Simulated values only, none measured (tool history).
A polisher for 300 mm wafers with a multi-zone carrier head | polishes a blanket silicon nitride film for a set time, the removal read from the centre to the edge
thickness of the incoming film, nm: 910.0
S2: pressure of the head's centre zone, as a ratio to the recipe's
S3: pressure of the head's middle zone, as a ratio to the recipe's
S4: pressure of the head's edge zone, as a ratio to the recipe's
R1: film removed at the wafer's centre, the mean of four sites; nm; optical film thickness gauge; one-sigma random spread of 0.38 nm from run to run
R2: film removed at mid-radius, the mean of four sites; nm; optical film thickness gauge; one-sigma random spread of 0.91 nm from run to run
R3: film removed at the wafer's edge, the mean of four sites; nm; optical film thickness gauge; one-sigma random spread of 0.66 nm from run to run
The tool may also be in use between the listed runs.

run 1 hour=0 | flow_of_slurry_(ml/min)=200 S2=1 S3=1 S4=1 polishing_time_(s)=60 | R1=85.548 R2=86.803 R3=85.988
run 2 hour=2.4 | flow_of_slurry_(ml/min)=195 S2=0.98 S3=1.02 S4=0.96 polishing_time_(s)=57 | R1=80.163 R2=83.487 R3=80.787
run 3 hour=5.4 | flow_of_slurry_(ml/min)=240 S2=0.98 S3=1.02 S4=0.96 polishing_time_(s)=57 | R1=82.949 R2=85.448 R3=82.199
run 4 hour=8.7 | flow_of_slurry_(ml/min)=235 S2=0.96 S3=1.04 S4=0.93 polishing_time_(s)=54 | R1=76.904 R2=82.525 R3=75.871
run 5 hour=11.1 | flow_of_slurry_(ml/min)=235 S2=0.87 S3=1.04 S4=0.93 polishing_time_(s)=54 | R1=70.079 R2=79.73 R3=76.512
run 6 hour=17.3 | flow_of_slurry_(ml/min)=230 S2=0.87 S3=1.05 S4=0.9 polishing_time_(s)=52 | R1=66.964 R2=79.941 R3=73.681
run 7 hour=23.9 | flow_of_slurry_(ml/min)=230 S2=0.88 S3=1.05 S4=0.88 polishing_time_(s)=50 | R1=65.574 R2=76.056 R3=69.188
run 8 hour=29.1 | flow_of_slurry_(ml/min)=230 S2=0.88 S3=1.05 S4=0.88 polishing_time_(s)=50 | R1=65.21 R2=76.61 R3=68.647
run 9 hour=33.1 | flow_of_slurry_(ml/min)=225 S2=0.88 S3=1.05 S4=0.86 polishing_time_(s)=50 | R1=65.207 R2=75.298 R3=68.359

For run 10, what comes out?
run 10 hour=40.7 | flow_of_slurry_(ml/min)=215 S2=0.89 S3=1.12 S4=0.81 polishing_time_(s)=46 | R1=? R2=? R3=?

Run 10 gave R1 59.996 nm, R2 73.931 nm, R3 60.896 nm.

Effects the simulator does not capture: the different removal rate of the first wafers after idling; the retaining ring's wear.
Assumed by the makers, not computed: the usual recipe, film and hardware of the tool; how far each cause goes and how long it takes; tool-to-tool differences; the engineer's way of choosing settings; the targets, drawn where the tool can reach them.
